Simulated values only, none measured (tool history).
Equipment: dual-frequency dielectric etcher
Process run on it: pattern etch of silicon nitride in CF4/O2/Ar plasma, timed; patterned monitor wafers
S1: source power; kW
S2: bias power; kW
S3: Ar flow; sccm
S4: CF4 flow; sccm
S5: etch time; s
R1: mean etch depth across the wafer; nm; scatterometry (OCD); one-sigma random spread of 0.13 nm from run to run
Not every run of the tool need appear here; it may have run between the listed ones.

| run | hour | S1 | S2 | S3 | S4 | S5 | R1 |
|---|---|---|---|---|---|---|---|
| 1 | 0.0 | 0.430 | 0.045 | 139 | 119 | 16.5 | 25.546 |
| 2 | 2.0 | 0.470 | 0.045 | 139 | 119 | 16.5 | 27.816 |
| 3 | 7.8 | 0.490 | 0.045 | 139 | 119 | 16.5 | 28.998 |
| 4 | 9.7 | 0.490 | 0.045 | 163 | 119 | 16.5 | 28.560 |
| 5 | 11.5 | 0.510 | 0.045 | 163 | 119 | 16.5 | 29.366 |
| 6 | 18.8 | 0.510 | 0.045 | 163 | 108 | 16.5 | 29.333 |
| 7 | 22.0 | 0.510 | 0.045 | 163 | 108 | 16.5 | 29.271 |
| 8 | 29.8 | 0.510 | 0.045 | 163 | 108 | 16.5 | 29.060 |

Run 9 comes next. What will it give?
| 9 | 38.0 | 0.520 | 0.045 | 163 | 108 | 16.5 | ? |

R1: 29.586 nm
